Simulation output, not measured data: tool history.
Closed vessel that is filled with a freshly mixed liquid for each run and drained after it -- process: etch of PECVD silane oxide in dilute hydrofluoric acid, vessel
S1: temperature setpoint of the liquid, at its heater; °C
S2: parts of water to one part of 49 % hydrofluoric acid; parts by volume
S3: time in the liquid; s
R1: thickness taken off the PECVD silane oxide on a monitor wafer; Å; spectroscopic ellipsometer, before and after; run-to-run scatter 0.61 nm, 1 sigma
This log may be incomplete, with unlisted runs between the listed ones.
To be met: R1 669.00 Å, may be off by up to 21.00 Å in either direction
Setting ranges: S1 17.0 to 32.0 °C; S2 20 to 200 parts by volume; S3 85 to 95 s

run 1 hour=0.0 | S1=24.0 S2=110 S3=85 | R1=250.55
run 2 hour=1.7 | S1=22.5 S2=110 S3=85 | R1=233.27
run 3 hour=3.6 | S1=25.0 S2=90 S3=85 | R1=321.10
run 4 hour=8.5 | S1=27.0 S2=75 S3=85 | R1=435.51
run 5 hour=13.1 | S1=28.5 S2=70 S3=85 | R1=494.58
run 6 hour=16.0 | S1=27.0 S2=70 S3=85 | R1=463.85
run 7 hour=20.1 | S1=28.5 S2=65 S3=85 | R1=531.60
run 8 hour=29.0 | S1=29.5 S2=65 S3=85 | R1=553.64
run 9 hour=38.2 | S1=30.0 S2=65 S3=85 | R1=559.41
run 10 hour=39.7 | S1=30.5 S2=60 S3=85 | R1=641.27
run 11 hour=45.2 | S1=30.5 S2=60 S3=85 | R1=630.43
run 12 hour=49.3 | S1=31.0 S2=60 S3=85 | R1=644.91

4 candidate next runs follow, results not yet known. Just one meets every target within its allowed miss. Identify it.
run A hour=53.4 | S1=31.0 S2=55 S3=85 | R1=?
run B hour=53.4 | S1=30.0 S2=55 S3=90 | R1=?
run C hour=53.4 | S1=30.5 S2=60 S3=95 | R1=?
run D hour=53.4 | S1=31.5 S2=65 S3=95 | R1=?

move=A R1=700.58
move=B R1=713.49
move=C R1=698.56
move=D R1=664.96
A: takes the result that was furthest off past its target
B: takes the result that was furthest off past its target
C: takes the result that was furthest off past its target
D: in spec on every target
Answer: D
